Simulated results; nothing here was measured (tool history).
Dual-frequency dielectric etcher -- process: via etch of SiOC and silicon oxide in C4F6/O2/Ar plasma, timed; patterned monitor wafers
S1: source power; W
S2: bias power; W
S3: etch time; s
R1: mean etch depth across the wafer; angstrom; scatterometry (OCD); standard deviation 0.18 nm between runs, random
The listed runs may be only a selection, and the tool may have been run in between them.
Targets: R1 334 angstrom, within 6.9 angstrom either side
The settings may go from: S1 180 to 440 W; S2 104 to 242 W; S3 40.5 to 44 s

run	hour	S1	S2	S3	R1
1	0	310	173	44	456.97
2	4.5	290	159	43	419.83
3	5.5	330	159	43	458.95
4	10.6	330	133	43	438.84
5	16.5	300	130	43	411.02
6	17.9	280	128	43	394.06
7	24.8	260	127	43	375.01
8	31.2	250	126	43	366.32
9	33.7	240	125	43	351.84

Exactly one of the 4 candidate moves below puts every result within its allowed miss. Which one?
A	36.2	240	144	42	?
B	36.2	240	127	40.5	?
C	36.2	220	137	41.5	?
D	36.2	240	138	41.5	?

move	R1
A	354.32
B	333.08
C	323.82
D	347.03
A: misses by more than the last run did
B: all results in spec
C: pushes the last run's worst result past its target
D: closes in on the targets versus the last run, not all within tolerance yet
So the answer is move B, the one that meets all the targets.
